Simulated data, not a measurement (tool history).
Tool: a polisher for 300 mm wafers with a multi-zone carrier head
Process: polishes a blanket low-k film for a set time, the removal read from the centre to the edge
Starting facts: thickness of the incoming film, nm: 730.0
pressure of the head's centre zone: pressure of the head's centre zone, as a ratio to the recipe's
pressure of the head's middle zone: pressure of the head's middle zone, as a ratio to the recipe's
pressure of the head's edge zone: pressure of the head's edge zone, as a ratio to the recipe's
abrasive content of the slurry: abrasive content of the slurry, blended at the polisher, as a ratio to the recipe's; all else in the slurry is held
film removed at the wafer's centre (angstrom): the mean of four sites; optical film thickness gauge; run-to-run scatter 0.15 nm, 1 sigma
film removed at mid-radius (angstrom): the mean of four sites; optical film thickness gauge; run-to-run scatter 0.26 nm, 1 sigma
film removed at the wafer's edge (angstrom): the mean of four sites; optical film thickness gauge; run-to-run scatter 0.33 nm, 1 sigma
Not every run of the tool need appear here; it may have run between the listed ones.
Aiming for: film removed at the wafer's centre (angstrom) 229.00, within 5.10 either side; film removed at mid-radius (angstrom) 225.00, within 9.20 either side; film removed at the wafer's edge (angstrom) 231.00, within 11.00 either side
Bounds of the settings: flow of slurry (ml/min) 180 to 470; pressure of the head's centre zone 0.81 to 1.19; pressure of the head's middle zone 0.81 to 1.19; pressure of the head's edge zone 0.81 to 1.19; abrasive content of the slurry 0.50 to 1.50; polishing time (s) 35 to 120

| run | hour | flow of slurry (ml/min) | pressure of the head's centre zone | pressure of the head's middle zone | pressure of the head's edge zone | abrasive content of the slurry | polishing time (s) | film removed at the wafer's centre (angstrom) | film removed at mid-radius (angstrom) | film removed at the wafer's edge (angstrom) |
|---|---|---|---|---|---|---|---|---|---|---|
| 1 | 0.0 | 300 | 1.00 | 1.00 | 1.00 | 1.00 | 77 | 288.25 | 285.53 | 297.29 |
| 2 | 1.5 | 330 | 1.00 | 1.00 | 1.00 | 1.00 | 77 | 287.00 | 299.95 | 303.28 |
| 3 | 3.4 | 330 | 1.00 | 1.00 | 1.00 | 1.00 | 94 | 351.64 | 357.24 | 360.28 |
| 4 | 9.5 | 315 | 0.99 | 0.99 | 0.97 | 0.90 | 93 | 321.10 | 324.60 | 328.64 |
| 5 | 11.6 | 315 | 0.99 | 1.06 | 0.97 | 0.90 | 93 | 319.63 | 340.24 | 328.11 |
| 6 | 20.4 | 315 | 0.99 | 0.98 | 0.97 | 0.90 | 93 | 316.28 | 325.57 | 334.44 |
|  | 21.3 | worn pad replaced by a new one |
| 7 | 21.3 | 300 | 1.00 | 0.98 | 0.95 | 0.85 | 92 | 338.39 | 341.23 | 350.33 |
| 8 | 25.5 | 385 | 1.06 | 1.01 | 1.05 | 0.60 | 70 | 191.06 | 180.77 | 189.72 |
| 9 | 32.5 | 315 | 0.99 | 0.95 | 0.95 | 0.85 | 70 | 258.06 | 248.08 | 257.74 |
| 10 | 39.9 | 365 | 1.04 | 1.03 | 1.05 | 0.80 | 70 | 260.44 | 261.52 | 268.72 |
| 11 | 46.1 | 370 | 1.03 | 1.01 | 1.03 | 0.80 | 70 | 256.58 | 252.60 | 260.14 |
| 12 | 48.8 | 360 | 1.03 | 1.02 | 1.03 | 0.80 | 70 | 258.05 | 249.60 | 260.70 |
| 13 | 56.9 | 355 | 1.02 | 1.02 | 1.02 | 0.80 | 70 | 254.98 | 255.56 | 248.46 |
| 14 | 61.4 | 345 | 1.02 | 1.01 | 1.02 | 0.80 | 70 | 257.10 | 255.91 | 253.11 |
| 15 | 69.8 | 375 | 0.95 | 0.91 | 0.92 | 0.65 | 70 | 191.50 | 189.29 | 198.51 |

Consider the 4 candidate settings below. Which is the only one whose results all fall within their allowed miss of target?
| A | 78.2 | 450 | 0.81 | 0.96 | 1.06 | 0.70 | 71 | ? | ? | ? |
| B | 78.2 | 305 | 1.09 | 1.12 | 0.82 | 0.65 | 79 | ? | ? | ? |
| C | 78.2 | 425 | 0.81 | 0.97 | 1.12 | 0.65 | 78 | ? | ? | ? |
| D | 78.2 | 330 | 0.95 | 0.90 | 0.81 | 0.65 | 85 | ? | ? | ? |

| move | film removed at the wafer's centre (angstrom) | film removed at mid-radius (angstrom) | film removed at the wafer's edge (angstrom) |
|---|---|---|---|
| A | 181.91 | 218.92 | 229.06 |
| B | 240.69 | 244.75 | 206.71 |
| C | 181.70 | 220.62 | 233.98 |
| D | 227.11 | 221.12 | 223.54 |
A: moves away from the targets compared with the last run
B: the result that was furthest off in the last run now lies on the other side of its target
C: moves away from the targets compared with the last run
D: every result lands within tolerance
Answer: D
